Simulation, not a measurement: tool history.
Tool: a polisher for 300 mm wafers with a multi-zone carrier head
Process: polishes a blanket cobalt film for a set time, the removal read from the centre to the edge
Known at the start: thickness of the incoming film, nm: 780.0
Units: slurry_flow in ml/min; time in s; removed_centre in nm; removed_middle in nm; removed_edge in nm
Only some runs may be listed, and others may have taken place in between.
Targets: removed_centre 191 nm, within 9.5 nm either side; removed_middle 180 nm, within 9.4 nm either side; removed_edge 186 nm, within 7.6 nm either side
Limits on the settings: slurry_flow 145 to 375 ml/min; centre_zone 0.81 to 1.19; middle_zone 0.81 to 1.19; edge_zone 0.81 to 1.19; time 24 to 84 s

| run | hour | slurry_flow | centre_zone | middle_zone | edge_zone | time | removed_centre | removed_middle | removed_edge |
|---|---|---|---|---|---|---|---|---|---|
| 1 | 0 | 240 | 1 | 1 | 1 | 54 | 216.91 | 213.4 | 222.46 |
| 2 | 5.2 | 240 | 1 | 1.06 | 1 | 54 | 217.65 | 229.09 | 223.81 |
| 3 | 7.5 | 240 | 0.94 | 1.06 | 1 | 54 | 201.47 | 224.02 | 223.05 |
| 4 | 12.2 | 240 | 1.01 | 1.06 | 1 | 54 | 222.86 | 231.22 | 219.35 |
| 5 | 19.4 | 240 | 1.01 | 1.06 | 1 | 61 | 250.87 | 258.35 | 252.68 |
| 6 | 22.6 | 240 | 0.94 | 1.06 | 1 | 61 | 234.49 | 260.84 | 250.61 |
| 7 | 24.9 | 240 | 0.96 | 1.03 | 0.96 | 56 | 223.41 | 227.49 | 226.5 |
|  | 25.6 | slurry nozzle cleaned |
| 8 | 25.6 | 235 | 0.95 | 1.01 | 0.93 | 53 | 223.55 | 227.71 | 223.66 |
| 9 | 34.3 | 235 | 0.98 | 1 | 0.95 | 50 | 216.04 | 217.03 | 211.38 |
| 10 | 36.4 | 220 | 0.96 | 0.9 | 0.9 | 43 | 183.76 | 166.91 | 170.5 |

5 next moves are on the table. One of them brings every result within its allowed miss. Which?
| A | 38.5 | 155 | 0.96 | 0.91 | 0.83 | 49 | ? | ? | ? |
| B | 38.5 | 265 | 0.93 | 0.96 | 1.02 | 42 | ? | ? | ? |
| C | 38.5 | 255 | 0.88 | 0.81 | 0.92 | 49 | ? | ? | ? |
| D | 38.5 | 235 | 1.02 | 0.81 | 0.95 | 43 | ? | ? | ? |
| E | 38.5 | 240 | 1.01 | 0.81 | 0.87 | 43 | ? | ? | ? |

| move | removed_centre | removed_middle | removed_edge |
|---|---|---|---|
| A | 188.8 | 178.39 | 183.43 |
| B | 171.52 | 173.2 | 183.42 |
| C | 188.14 | 174.89 | 203.47 |
| D | 189.49 | 151.84 | 179.91 |
| E | 188.17 | 152.27 | 173.1 |
A: all results land within tolerance of their targets
B: puts the biggest miss on target and leaves a different result outside tolerance
C: carries the result that was furthest off beyond its target, to the other side
D: puts the biggest miss on target and leaves a different result outside tolerance
E: misses by more than the last run did
Answer: A
